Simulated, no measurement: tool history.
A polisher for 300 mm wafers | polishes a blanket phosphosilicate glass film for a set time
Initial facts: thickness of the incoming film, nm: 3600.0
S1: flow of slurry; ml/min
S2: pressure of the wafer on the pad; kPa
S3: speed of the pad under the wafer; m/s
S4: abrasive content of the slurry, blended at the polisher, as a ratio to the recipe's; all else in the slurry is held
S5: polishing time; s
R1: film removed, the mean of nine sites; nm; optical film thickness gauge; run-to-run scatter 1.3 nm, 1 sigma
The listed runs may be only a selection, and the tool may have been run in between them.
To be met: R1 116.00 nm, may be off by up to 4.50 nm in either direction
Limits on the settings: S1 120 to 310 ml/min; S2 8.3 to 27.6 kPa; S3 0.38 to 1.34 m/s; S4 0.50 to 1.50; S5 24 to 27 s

{"run": 1, "hour": 0.0, "S1": 200, "S2": 17.9, "S3": 0.86, "S4": 1.0, "S5": 27, "R1": 164.03}
{"run": 2, "hour": 8.2, "S1": 200, "S2": 16.5, "S3": 0.86, "S4": 1.0, "S5": 27, "R1": 153.72}
{"run": 3, "hour": 15.3, "S1": 200, "S2": 15.2, "S3": 0.86, "S4": 1.0, "S5": 27, "R1": 142.47}
{"run": 4, "hour": 23.4, "S1": 225, "S2": 15.2, "S3": 0.86, "S4": 1.0, "S5": 27, "R1": 139.96}
{"run": 5, "hour": 27.6, "S1": 225, "S2": 14.5, "S3": 0.86, "S4": 1.0, "S5": 27, "R1": 136.85}
{"run": 6, "hour": 28.5, "S1": 225, "S2": 14.5, "S3": 1.04, "S4": 1.0, "S5": 27, "R1": 152.1}
{"run": 7, "hour": 33.6, "S1": 225, "S2": 13.1, "S3": 1.04, "S4": 1.0, "S5": 27, "R1": 142.49}
{"run": 8, "hour": 42.4, "S1": 225, "S2": 12.4, "S3": 1.04, "S4": 1.0, "S5": 27, "R1": 136.57}
{"run": 9, "hour": 45.7, "S1": 225, "S2": 11.7, "S3": 1.04, "S4": 1.0, "S5": 27, "R1": 130.62}
{"run": 10, "hour": 46.3, "S1": 225, "S2": 11.0, "S3": 1.04, "S4": 1.0, "S5": 27, "R1": 123.76}

Which one of the following 5 next-run settings gets every result inside its allowed miss? There is exactly one.
{"run": "A", "hour": 46.9, "S1": 240, "S2": 11.0, "S3": 1.12, "S4": 1.0, "S5": 24, "R1": "?"}
{"run": "B", "hour": 46.9, "S1": 230, "S2": 11.0, "S3": 1.12, "S4": 1.0, "S5": 27, "R1": "?"}
{"run": "C", "hour": 46.9, "S1": 230, "S2": 13.1, "S3": 1.32, "S4": 0.9, "S5": 24, "R1": "?"}
{"run": "D", "hour": 46.9, "S1": 210, "S2": 11.7, "S3": 0.84, "S4": 1.15, "S5": 24, "R1": "?"}
{"run": "E", "hour": 46.9, "S1": 200, "S2": 13.1, "S3": 1.02, "S4": 1.05, "S5": 25, "R1": "?"}

move=A R1=116.04
move=B R1=130.00
move=C R1=142.22
move=D R1=105.19
move=E R1=130.83
A: all results in spec
B: its largest miss is bigger than the last run's
C: its largest miss is bigger than the last run's
D: takes the biggest miss from the last run beyond its target
E: its largest miss is bigger than the last run's
The move that meets every target is A.

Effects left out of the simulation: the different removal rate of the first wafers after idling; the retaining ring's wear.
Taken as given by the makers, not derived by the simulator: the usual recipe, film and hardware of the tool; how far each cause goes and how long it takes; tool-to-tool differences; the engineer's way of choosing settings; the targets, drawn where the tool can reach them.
